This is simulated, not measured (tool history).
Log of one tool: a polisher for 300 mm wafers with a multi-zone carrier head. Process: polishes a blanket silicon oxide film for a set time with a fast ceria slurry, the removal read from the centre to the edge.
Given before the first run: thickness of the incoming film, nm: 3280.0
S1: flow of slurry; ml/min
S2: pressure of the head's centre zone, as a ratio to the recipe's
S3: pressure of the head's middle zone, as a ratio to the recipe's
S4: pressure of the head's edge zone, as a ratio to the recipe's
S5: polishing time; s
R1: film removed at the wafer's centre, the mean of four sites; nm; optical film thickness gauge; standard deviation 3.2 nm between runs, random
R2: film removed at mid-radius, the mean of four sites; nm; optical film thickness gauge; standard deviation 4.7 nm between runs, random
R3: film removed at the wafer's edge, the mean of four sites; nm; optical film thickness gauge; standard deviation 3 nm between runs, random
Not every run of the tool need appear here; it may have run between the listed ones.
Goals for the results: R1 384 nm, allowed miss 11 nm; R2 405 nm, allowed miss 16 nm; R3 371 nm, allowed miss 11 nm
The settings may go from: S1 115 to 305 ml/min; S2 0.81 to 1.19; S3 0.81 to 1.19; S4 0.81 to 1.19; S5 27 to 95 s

run	hour	S1	S2	S3	S4	S5	R1	R2	R3
1	0	195	1	1	1	61	639.45	633.92	656.63
2	8.3	170	1	1	1	61	631.89	633.76	653.3
3	16.6	170	1	1.01	0.98	56	568.82	585.42	573.98
4	25.1	170	0.99	0.99	0.96	53	536.91	539.28	547.96
5	26.1	170	0.99	0.99	0.93	53	545.43	543.54	536.8
6	32.3	170	0.99	1.03	0.93	53	535.72	558.57	544.03
7	39.1	165	0.99	1.03	0.91	50	511.87	518.12	511.02
8	40.7	160	0.99	1.05	0.89	47	474.83	495.33	469
9	47.2	155	0.99	1.05	0.88	45	445.8	472.12	448.47
10	52.9	150	0.99	1.05	0.87	44	433.73	469.74	430.11
11	55.9	145	0.99	1.04	0.86	43	431.62	445.49	421.94
12	63.5	140	0.99	1.04	0.85	42	414.68	431.51	404.48
13	64.3	135	0.99	1.04	0.84	42	412.65	429.94	406.2
14	69.6	135	0.99	1.04	0.84	41	404.23	417.89	396.95
15	77.6	135	0.99	1.05	0.83	41	404.21	421.8	389.02
16	82.4	130	0.99	1.05	0.83	41	402.77	422.2	391.43

Which single option among these 4 for the next run brings every result within its allowed miss of target? Just one does.
A	87.2	115	0.94	1.02	0.81	44	?	?	?
B	87.2	135	1.1	1.08	0.81	38	?	?	?
C	87.2	160	0.98	1.03	0.81	39	?	?	?
D	87.2	115	0.93	1.01	0.95	41	?	?	?

move	R1	R2	R3
A	403.08	431.95	406.25
B	418.97	400.52	356.42
C	392.71	404.24	372.16
D	371.54	399.11	403.87
A: the biggest miss grows against the last run
B: takes the result that was furthest off past its target
C: every result lands within tolerance
D: the biggest miss grows against the last run
Go with C: it meets all targets.

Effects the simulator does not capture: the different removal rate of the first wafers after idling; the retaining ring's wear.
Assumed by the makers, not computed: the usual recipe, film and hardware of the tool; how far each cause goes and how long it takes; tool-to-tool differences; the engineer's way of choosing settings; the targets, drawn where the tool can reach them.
